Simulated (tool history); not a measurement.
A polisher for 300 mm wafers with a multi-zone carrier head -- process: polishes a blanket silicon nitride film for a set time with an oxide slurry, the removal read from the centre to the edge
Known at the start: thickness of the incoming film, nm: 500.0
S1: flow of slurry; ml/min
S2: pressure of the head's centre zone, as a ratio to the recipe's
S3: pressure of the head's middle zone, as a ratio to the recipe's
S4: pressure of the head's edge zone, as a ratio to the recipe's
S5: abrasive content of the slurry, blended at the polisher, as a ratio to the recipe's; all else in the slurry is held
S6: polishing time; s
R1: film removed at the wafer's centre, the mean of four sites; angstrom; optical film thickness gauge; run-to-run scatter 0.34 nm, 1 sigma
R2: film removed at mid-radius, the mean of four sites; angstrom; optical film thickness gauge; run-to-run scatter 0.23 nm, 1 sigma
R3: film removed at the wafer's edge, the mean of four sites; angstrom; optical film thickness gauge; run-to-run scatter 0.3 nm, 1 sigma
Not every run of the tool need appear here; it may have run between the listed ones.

Run 1, day 0.000: S1 290 ml/min, S2 1.00, S3 1.00, S4 1.00, S5 1.00, S6 30 s. Result: R1 186.38 angstrom, R2 182.27 angstrom, R3 181.40 angstrom.
Run 2, day 0.021: S1 290 ml/min, S2 1.01, S3 1.02, S4 1.03, S5 1.10, S6 31 s. Result: R1 201.70 angstrom, R2 199.91 angstrom, R3 203.29 angstrom.
Run 3, day 0.292: S1 290 ml/min, S2 1.01, S3 1.02, S4 1.03, S5 1.10, S6 26 s. Result: R1 169.30 angstrom, R2 166.32 angstrom, R3 168.35 angstrom.
Run 4, day 0.504: S1 295 ml/min, S2 1.04, S3 1.05, S4 1.05, S5 1.20, S6 27 s. Result: R1 187.87 angstrom, R2 188.40 angstrom, R3 182.73 angstrom.
Run 5, day 0.796: S1 295 ml/min, S2 1.04, S3 1.05, S4 1.05, S5 1.00, S6 27 s. Result: R1 174.24 angstrom, R2 170.91 angstrom, R3 166.68 angstrom.
Run 6, day 1.050: S1 295 ml/min, S2 1.04, S3 1.05, S4 1.14, S5 1.00, S6 27 s. Result: R1 175.27 angstrom, R2 171.74 angstrom, R3 178.26 angstrom.
Run 7, day 1.288: S1 300 ml/min, S2 1.06, S3 1.06, S4 1.15, S5 1.10, S6 28 s. Result: R1 188.97 angstrom, R2 190.82 angstrom, R3 192.89 angstrom.
Run 8, day 1.650: S1 300 ml/min, S2 1.08, S3 1.05, S4 1.15, S5 1.20, S6 29 s. Result: R1 210.86 angstrom, R2 201.78 angstrom, R3 208.90 angstrom.
Run 9, day 1.975: S1 300 ml/min, S2 1.09, S3 1.06, S4 1.15, S5 1.25, S6 30 s. Result: R1 230.16 angstrom, R2 212.15 angstrom, R3 218.39 angstrom.
Run 10, day 2.217: S1 305 ml/min, S2 1.09, S3 1.07, S4 1.16, S5 1.30, S6 31 s. Result: R1 238.00 angstrom, R2 227.31 angstrom, R3 233.12 angstrom.
Run 11, day 2.283: S1 310 ml/min, S2 1.10, S3 1.08, S4 1.16, S5 1.35, S6 31 s. Result: R1 241.92 angstrom, R2 233.36 angstrom, R3 238.33 angstrom.
Run 12, day 2.546: S1 310 ml/min, S2 1.11, S3 1.09, S4 1.16, S5 1.40, S6 31 s. Result: R1 249.27 angstrom, R2 237.32 angstrom, R3 241.68 angstrom.
Run 13, day 2.717: S1 315 ml/min, S2 1.12, S3 1.10, S4 1.16, S5 1.40, S6 31 s. Result: R1 253.05 angstrom, R2 242.69 angstrom, R3 240.84 angstrom.
Run 14, day 2.921: S1 315 ml/min, S2 1.12, S3 1.10, S4 1.17, S5 1.40, S6 31 s. Result: R1 251.09 angstrom, R2 243.82 angstrom, R3 244.24 angstrom.

Run 15 is up next; what results do you expect?
Run 15, day 3.004: S1 320 ml/min, S2 1.13, S3 1.10, S4 1.17, S5 1.40, S6 31 s. Result: R1 ?, R2 ?, R3 ?.

R1: 250.79 angstrom
R2: 245.75 angstrom
R3: 239.97 angstrom
